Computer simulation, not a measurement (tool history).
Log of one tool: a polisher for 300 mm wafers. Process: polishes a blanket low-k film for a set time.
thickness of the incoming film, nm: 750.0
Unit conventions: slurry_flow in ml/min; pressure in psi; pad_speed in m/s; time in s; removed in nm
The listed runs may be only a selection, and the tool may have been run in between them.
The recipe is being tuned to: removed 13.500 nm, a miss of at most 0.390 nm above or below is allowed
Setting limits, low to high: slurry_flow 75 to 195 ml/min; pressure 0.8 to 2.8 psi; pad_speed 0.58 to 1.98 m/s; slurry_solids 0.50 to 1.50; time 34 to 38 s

run,hour,slurry_flow,pressure,pad_speed,slurry_solids,time,removed
1,0.0,125,1.8,1.28,1.00,38,19.964
2,8.4,115,1.6,1.28,1.00,38,17.895
3,13.8,110,1.4,1.28,1.00,38,16.280
4,19.0,140,1.4,1.28,1.00,38,17.021
5,26.9,140,1.4,1.06,1.00,38,14.667
6,27.5,130,1.4,1.06,1.00,38,14.536
7,35.7,125,1.4,1.06,1.00,38,14.580
8,43.9,120,1.4,1.06,1.00,38,14.177

Which one of the following 5 next-run settings gets every result inside its allowed miss? There is exactly one.
A,52.1,125,1.5,1.02,1.20,38,?
B,52.1,110,1.6,1.00,0.75,38,?
C,52.1,130,1.2,1.12,1.15,35,?
D,52.1,120,1.7,0.98,1.00,36,?
E,52.1,130,1.3,1.10,1.10,36,?

move,removed
A,16.010
B,12.588
C,13.754
D,14.517
E,14.325
A: misses by more than the last run did
B: moves the result that the last run missed by most past its target, out the other side
C: hits every target within its allowed miss
D: misses by more than the last run did
E: misses by more than the last run did
Answer: C
